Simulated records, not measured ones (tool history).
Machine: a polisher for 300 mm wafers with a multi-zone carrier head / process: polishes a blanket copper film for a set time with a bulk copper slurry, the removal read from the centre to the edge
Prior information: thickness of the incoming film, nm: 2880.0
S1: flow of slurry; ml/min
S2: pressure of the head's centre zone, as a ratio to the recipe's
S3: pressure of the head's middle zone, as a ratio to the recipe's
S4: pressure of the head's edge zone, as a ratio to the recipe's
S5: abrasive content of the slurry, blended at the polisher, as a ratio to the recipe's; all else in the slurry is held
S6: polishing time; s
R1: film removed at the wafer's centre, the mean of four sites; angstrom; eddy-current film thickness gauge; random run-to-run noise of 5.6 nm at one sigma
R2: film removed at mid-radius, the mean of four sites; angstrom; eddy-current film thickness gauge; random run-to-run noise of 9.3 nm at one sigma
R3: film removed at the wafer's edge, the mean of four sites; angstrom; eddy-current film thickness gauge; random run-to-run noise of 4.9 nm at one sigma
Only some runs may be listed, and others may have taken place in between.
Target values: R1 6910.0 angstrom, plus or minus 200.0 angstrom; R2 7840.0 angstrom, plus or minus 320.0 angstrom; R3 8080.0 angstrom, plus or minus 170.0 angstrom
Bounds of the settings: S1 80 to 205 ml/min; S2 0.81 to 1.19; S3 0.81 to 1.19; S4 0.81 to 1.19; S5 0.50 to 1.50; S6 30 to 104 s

{"run": 1, "hour": 0.0, "S1": 135, "S2": 1.0, "S3": 1.0, "S4": 1.0, "S5": 1.0, "S6": 67, "R1": 6236.1, "R2": 6133.7, "R3": 6306.3}
{"run": 2, "hour": 6.5, "S1": 110, "S2": 1.0, "S3": 1.0, "S4": 1.0, "S5": 1.0, "S6": 67, "R1": 5818.8, "R2": 5751.2, "R3": 6091.7}
{"run": 3, "hour": 7.2, "S1": 130, "S2": 0.97, "S3": 1.02, "S4": 1.06, "S5": 1.1, "S6": 67, "R1": 6040.8, "R2": 6241.0, "R3": 6561.9}
{"run": 4, "hour": 14.0, "S1": 145, "S2": 0.95, "S3": 1.03, "S4": 1.1, "S5": 1.2, "S6": 67, "R1": 6267.9, "R2": 6599.9, "R3": 6903.7}
{"run": 5, "hour": 22.5, "S1": 170, "S2": 0.95, "S3": 1.03, "S4": 1.1, "S5": 1.2, "S6": 67, "R1": 6449.8, "R2": 6708.3, "R3": 7049.4}
{"run": 6, "hour": 29.0, "S1": 175, "S2": 0.94, "S3": 1.05, "S4": 1.12, "S5": 1.3, "S6": 68, "R1": 6607.6, "R2": 7086.0, "R3": 7339.2}
{"run": 7, "hour": 34.5, "S1": 180, "S2": 0.93, "S3": 1.06, "S4": 1.14, "S5": 1.35, "S6": 69, "R1": 6623.8, "R2": 7284.8, "R3": 7594.2}
{"run": 8, "hour": 37.4, "S1": 185, "S2": 0.93, "S3": 1.07, "S4": 1.15, "S5": 1.4, "S6": 69, "R1": 6767.1, "R2": 7549.6, "R3": 7667.4}
{"run": 9, "hour": 39.5, "S1": 190, "S2": 0.93, "S3": 1.07, "S4": 1.16, "S5": 1.45, "S6": 69, "R1": 6904.3, "R2": 7487.2, "R3": 7833.8}
{"run": 10, "hour": 41.0, "S1": 190, "S2": 0.93, "S3": 1.07, "S4": 1.16, "S5": 1.45, "S6": 69, "R1": 6873.7, "R2": 7816.4, "R3": 7838.8}
{"run": 11, "hour": 44.0, "S1": 190, "S2": 0.93, "S3": 1.06, "S4": 1.17, "S5": 1.45, "S6": 69, "R1": 6800.1, "R2": 7526.1, "R3": 7762.2}

Which single option among these 4 for the next run brings every result within its allowed miss of target? Just one does.
{"run": "A", "hour": 47.0, "S1": 205, "S2": 0.95, "S3": 1.15, "S4": 1.06, "S5": 1.5, "S6": 69, "R1": "?", "R2": "?", "R3": "?"}
{"run": "B", "hour": 47.0, "S1": 195, "S2": 0.91, "S3": 1.07, "S4": 1.16, "S5": 1.35, "S6": 72, "R1": "?", "R2": "?", "R3": "?"}
{"run": "C", "hour": 47.0, "S1": 175, "S2": 0.97, "S3": 0.97, "S4": 1.17, "S5": 1.4, "S6": 71, "R1": "?", "R2": "?", "R3": "?"}
{"run": "D", "hour": 47.0, "S1": 205, "S2": 0.98, "S3": 1.09, "S4": 1.08, "S5": 1.5, "S6": 66, "R1": "?", "R2": "?", "R3": "?"}

move=A R1=7013.3 R2=8331.3 R3=7433.1
move=B R1=6842.4 R2=7973.8 R3=7945.7
move=C R1=7069.2 R2=7149.3 R3=7824.9
move=D R1=6908.3 R2=7609.4 R3=7182.3
A: misses by more than the last run did
B: every result within its allowed miss
C: misses by more than the last run did
D: misses by more than the last run did
Move B is the one to make.
